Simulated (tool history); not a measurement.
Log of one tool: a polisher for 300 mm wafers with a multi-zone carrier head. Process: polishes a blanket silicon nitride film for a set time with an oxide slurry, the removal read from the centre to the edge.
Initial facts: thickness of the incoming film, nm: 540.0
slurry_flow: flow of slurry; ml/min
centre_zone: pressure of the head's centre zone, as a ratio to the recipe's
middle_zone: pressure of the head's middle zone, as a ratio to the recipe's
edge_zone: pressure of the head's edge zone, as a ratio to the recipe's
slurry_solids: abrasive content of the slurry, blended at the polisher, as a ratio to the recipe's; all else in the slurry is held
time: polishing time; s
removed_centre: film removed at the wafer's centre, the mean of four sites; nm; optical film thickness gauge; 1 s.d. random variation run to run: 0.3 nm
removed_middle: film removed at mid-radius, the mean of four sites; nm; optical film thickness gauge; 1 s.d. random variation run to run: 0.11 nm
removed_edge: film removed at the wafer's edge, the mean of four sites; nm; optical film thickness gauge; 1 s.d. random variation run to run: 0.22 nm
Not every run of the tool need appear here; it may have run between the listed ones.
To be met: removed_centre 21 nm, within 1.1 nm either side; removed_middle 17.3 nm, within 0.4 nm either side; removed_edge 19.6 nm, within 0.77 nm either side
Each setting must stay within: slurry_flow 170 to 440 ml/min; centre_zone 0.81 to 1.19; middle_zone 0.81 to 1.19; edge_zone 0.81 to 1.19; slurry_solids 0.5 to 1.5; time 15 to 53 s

| run | hour | slurry_flow | centre_zone | middle_zone | edge_zone | slurry_solids | time | removed_centre | removed_middle | removed_edge |
|---|---|---|---|---|---|---|---|---|---|---|
| 1 | 0 | 280 | 1 | 1 | 1 | 1 | 34 | 22.594 | 22.028 | 21.833 |
| 2 | 4.6 | 280 | 1 | 1 | 1 | 1 | 40 | 26.039 | 25.925 | 25.948 |
| 3 | 13.2 | 275 | 1.01 | 0.96 | 0.98 | 0.9 | 40 | 24.052 | 22.949 | 23.449 |
| 4 | 20.8 | 275 | 1.01 | 0.96 | 0.98 | 0.7 | 40 | 19.082 | 17.972 | 19.073 |
| 5 | 29.2 | 275 | 1.03 | 0.95 | 0.99 | 0.7 | 40 | 19.398 | 17.87 | 18.888 |
| 6 | 31.3 | 275 | 1.03 | 1.03 | 0.99 | 0.7 | 40 | 19.454 | 19.212 | 19.297 |
| 7 | 36.6 | 230 | 1.12 | 0.93 | 1.08 | 0.75 | 40 | 22.11 | 18.403 | 20.846 |
| 8 | 37.3 | 225 | 1.11 | 0.92 | 1.06 | 0.75 | 40 | 22.213 | 18.278 | 20.634 |
| 9 | 41.3 | 225 | 1.1 | 0.91 | 1.05 | 0.75 | 40 | 22.25 | 18.126 | 20.619 |
| 10 | 46.6 | 225 | 1.09 | 0.91 | 1.04 | 0.75 | 40 | 22.162 | 18.094 | 20.346 |
| 11 | 47.7 | 205 | 1.05 | 0.88 | 1.01 | 0.7 | 40 | 19.115 | 16.079 | 18.328 |
| 12 | 56.1 | 225 | 1.06 | 0.88 | 1.01 | 0.7 | 40 | 19.591 | 16.263 | 18.524 |
| 13 | 62.4 | 240 | 1.07 | 0.88 | 1.02 | 0.7 | 40 | 20.068 | 16.419 | 18.917 |

Below are 4 possible settings for the next run. Only one of them brings all results inside the allowed miss of their targets. Which is it?
| A | 68.7 | 300 | 1.11 | 0.86 | 1.16 | 0.6 | 45 | ? | ? | ? |
| B | 68.7 | 220 | 1.09 | 0.94 | 0.87 | 0.8 | 35 | ? | ? | ? |
| C | 68.7 | 265 | 1.15 | 0.87 | 1.07 | 0.6 | 45 | ? | ? | ? |
| D | 68.7 | 360 | 1.07 | 0.85 | 0.93 | 0.8 | 36 | ? | ? | ? |

| move | removed_centre | removed_middle | removed_edge |
|---|---|---|---|
| A | 19.151 | 15.1 | 19.025 |
| B | 19.713 | 17.115 | 17.567 |
| C | 19.54 | 15.03 | 18.062 |
| D | 21.183 | 17.146 | 19.477 |
A: its largest miss is bigger than the last run's
B: gets the furthest-off result to its target, but another result is out of tolerance
C: its largest miss is bigger than the last run's
D: all results in spec
D meets every target.

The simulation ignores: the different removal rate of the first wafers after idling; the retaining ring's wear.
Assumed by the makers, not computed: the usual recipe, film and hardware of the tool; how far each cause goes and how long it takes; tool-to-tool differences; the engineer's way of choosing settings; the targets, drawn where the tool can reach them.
